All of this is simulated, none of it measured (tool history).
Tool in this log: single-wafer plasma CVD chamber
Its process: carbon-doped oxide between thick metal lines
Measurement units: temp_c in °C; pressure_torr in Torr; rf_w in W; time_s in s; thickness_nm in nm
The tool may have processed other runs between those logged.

run  hour  temp_c  pressure_torr  rf_w  time_s  thickness_nm
  1     0     360           3.52   665     165        892.66
  2   5.9     360           3.52   665     157        854.83
  3   8.4     360           3.52   665     165        898.41
  4  15.6     360           3.26   665     165        892.82
  5  19.7     360           3.68   665     165        903.01
  6  26.5     364           3.31   595     164        812.75
  7  32.2     368           3.07   565     164         775.3
  8    39     371           2.87   545     164        744.21
  9  46.1     374           2.68   540     164        729.95

Forecast run 10:
 10  53.4     376           2.54   535     164             ?

thickness_nm: 726.26 nm

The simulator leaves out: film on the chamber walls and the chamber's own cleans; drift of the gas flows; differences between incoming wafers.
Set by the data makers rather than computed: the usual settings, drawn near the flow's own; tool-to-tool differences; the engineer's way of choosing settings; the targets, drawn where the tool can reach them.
